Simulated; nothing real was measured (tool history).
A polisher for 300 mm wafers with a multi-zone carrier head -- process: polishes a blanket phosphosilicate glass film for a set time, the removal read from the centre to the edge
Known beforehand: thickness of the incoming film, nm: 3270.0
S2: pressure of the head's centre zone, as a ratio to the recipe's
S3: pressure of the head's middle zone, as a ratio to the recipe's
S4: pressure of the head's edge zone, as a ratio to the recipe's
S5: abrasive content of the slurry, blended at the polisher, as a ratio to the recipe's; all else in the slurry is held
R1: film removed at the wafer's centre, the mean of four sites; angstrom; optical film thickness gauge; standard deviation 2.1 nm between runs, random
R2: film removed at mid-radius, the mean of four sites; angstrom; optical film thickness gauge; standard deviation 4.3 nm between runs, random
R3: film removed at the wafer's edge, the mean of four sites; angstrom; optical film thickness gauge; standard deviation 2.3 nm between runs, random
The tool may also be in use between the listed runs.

Run 1, hour 0: flow of slurry (ml/min) 205, S2 1, S3 1, S4 1, S5 1, polishing time (s) 75. Result: R1 4343.3 angstrom, R2 4284.9 angstrom, R3 4271.3 angstrom.
Run 2, hour 8.8: flow of slurry (ml/min) 205, S2 1, S3 1, S4 1, S5 1, polishing time (s) 89. Result: R1 5159.6 angstrom, R2 5207 angstrom, R3 5057.3 angstrom.
Run 3, hour 17.4: flow of slurry (ml/min) 205, S2 0.93, S3 1, S4 1, S5 1, polishing time (s) 89. Result: R1 4763.2 angstrom, R2 5087.3 angstrom, R3 5093.1 angstrom.
Run 4, hour 24.8: flow of slurry (ml/min) 205, S2 0.94, S3 0.97, S4 0.97, S5 0.9, polishing time (s) 86. Result: R1 4499.9 angstrom, R2 4702.9 angstrom, R3 4582.2 angstrom.
Run 5, hour 29.7: flow of slurry (ml/min) 200, S2 0.94, S3 0.94, S4 0.97, S5 0.8, polishing time (s) 83. Result: R1 4053.8 angstrom, R2 4149.5 angstrom, R3 4185 angstrom.
Run 6, hour 31.7: flow of slurry (ml/min) 195, S2 0.95, S3 0.91, S4 0.95, S5 0.75, polishing time (s) 81. Result: R1 3861.2 angstrom, R2 3903.8 angstrom, R3 3915.8 angstrom.
Run 7, hour 37.3: flow of slurry (ml/min) 185, S2 1.03, S3 0.81, S4 0.93, S5 0.5, polishing time (s) 72. Result: R1 2985.7 angstrom, R2 2608.7 angstrom, R3 2792.2 angstrom.

Run 8 has not been measured yet. What should we expect?
Run 8, hour 38: flow of slurry (ml/min) 205, S2 1.03, S3 0.82, S4 0.94, S5 0.5, polishing time (s) 72. Result: R1 ?, R2 ?, R3 ?.

R1: 3076.2 angstrom
R2: 2695.3 angstrom
R3: 2828.8 angstrom
